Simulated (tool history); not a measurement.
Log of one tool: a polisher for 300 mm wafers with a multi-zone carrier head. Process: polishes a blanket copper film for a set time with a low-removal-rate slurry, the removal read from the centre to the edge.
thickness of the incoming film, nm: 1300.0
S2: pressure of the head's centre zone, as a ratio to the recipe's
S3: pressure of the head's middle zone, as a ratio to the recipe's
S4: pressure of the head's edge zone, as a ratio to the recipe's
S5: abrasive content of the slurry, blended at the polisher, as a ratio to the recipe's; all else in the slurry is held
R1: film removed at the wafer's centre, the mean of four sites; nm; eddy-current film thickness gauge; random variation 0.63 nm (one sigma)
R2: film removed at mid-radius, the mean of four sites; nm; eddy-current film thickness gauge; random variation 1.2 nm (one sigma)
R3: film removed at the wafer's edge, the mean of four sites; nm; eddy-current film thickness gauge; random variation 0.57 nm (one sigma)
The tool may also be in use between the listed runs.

run 1 day=0.000 | flow_of_slurry_(ml/min)=170 S2=1.00 S3=1.00 S4=1.00 S5=1.00 polishing_time_(s)=76 | R1=118.740 R2=121.060 R3=120.580
run 2 day=0.192 | flow_of_slurry_(ml/min)=170 S2=1.00 S3=1.00 S4=1.07 S5=1.00 polishing_time_(s)=76 | R1=120.200 R2=123.810 R3=123.370
run 3 day=0.375 | flow_of_slurry_(ml/min)=135 S2=1.00 S3=1.00 S4=1.07 S5=1.00 polishing_time_(s)=76 | R1=112.660 R2=118.200 R3=122.060
run 4 day=0.408 | flow_of_slurry_(ml/min)=135 S2=1.00 S3=1.00 S4=1.07 S5=0.85 polishing_time_(s)=76 | R1=110.750 R2=112.340 R3=116.800
run 5 day=0.688 | flow_of_slurry_(ml/min)=135 S2=1.00 S3=0.92 S4=1.07 S5=0.85 polishing_time_(s)=76 | R1=110.510 R2=105.830 R3=115.680
run 6 day=0.875 | flow_of_slurry_(ml/min)=145 S2=0.96 S3=0.96 S4=1.01 S5=0.75 polishing_time_(s)=74 | R1=101.320 R2=107.210 R3=108.040
run 7 day=0.933 | flow_of_slurry_(ml/min)=145 S2=0.94 S3=0.95 S4=0.97 S5=0.70 polishing_time_(s)=73 | R1=96.086 R2=102.420 R3=103.480

Run 8 comes next. What will it give?
run 8 day=1.042 | flow_of_slurry_(ml/min)=140 S2=0.92 S3=0.96 S4=0.93 S5=0.65 polishing_time_(s)=72 | R1=? R2=? R3=?

{"run 8": {"R1": 89.107, "R2": 98.632, "R3": 97.665}}

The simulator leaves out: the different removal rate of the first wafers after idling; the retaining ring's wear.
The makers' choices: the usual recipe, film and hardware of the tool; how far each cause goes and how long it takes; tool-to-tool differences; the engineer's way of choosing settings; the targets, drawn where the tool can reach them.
